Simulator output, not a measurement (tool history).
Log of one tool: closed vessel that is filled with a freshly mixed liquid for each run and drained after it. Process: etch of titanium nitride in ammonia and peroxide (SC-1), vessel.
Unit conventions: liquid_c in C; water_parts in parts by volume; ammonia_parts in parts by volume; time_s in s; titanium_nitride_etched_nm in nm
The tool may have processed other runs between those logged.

run 1 day=0 | liquid_c=54 water_parts=8 ammonia_parts=0.85 time_s=85 | titanium_nitride_etched_nm=4.2228
run 2 day=0.238 | liquid_c=54 water_parts=8 ammonia_parts=0.85 time_s=85 | titanium_nitride_etched_nm=4.173
run 3 day=0.4 | liquid_c=54 water_parts=10.5 ammonia_parts=0.85 time_s=85 | titanium_nitride_etched_nm=3.7075
run 4 day=0.742 | liquid_c=56 water_parts=10.5 ammonia_parts=0.85 time_s=85 | titanium_nitride_etched_nm=4.2167
run 5 day=1.129 | liquid_c=56 water_parts=12.5 ammonia_parts=0.85 time_s=85 | titanium_nitride_etched_nm=3.8117
run 6 day=1.429 | liquid_c=58 water_parts=12.5 ammonia_parts=0.85 time_s=85 | titanium_nitride_etched_nm=4.3812
run 7 day=1.608 | liquid_c=59.5 water_parts=12.5 ammonia_parts=0.85 time_s=85 | titanium_nitride_etched_nm=4.8276
run 8 day=1.862 | liquid_c=61 water_parts=12.5 ammonia_parts=0.85 time_s=85 | titanium_nitride_etched_nm=5.2754

Expected results for the next run?
run 9 day=2.112 | liquid_c=62.5 water_parts=12.5 ammonia_parts=0.85 time_s=85 | titanium_nitride_etched_nm=?

{"run 9": {"titanium_nitride_etched_nm": 5.8476}}

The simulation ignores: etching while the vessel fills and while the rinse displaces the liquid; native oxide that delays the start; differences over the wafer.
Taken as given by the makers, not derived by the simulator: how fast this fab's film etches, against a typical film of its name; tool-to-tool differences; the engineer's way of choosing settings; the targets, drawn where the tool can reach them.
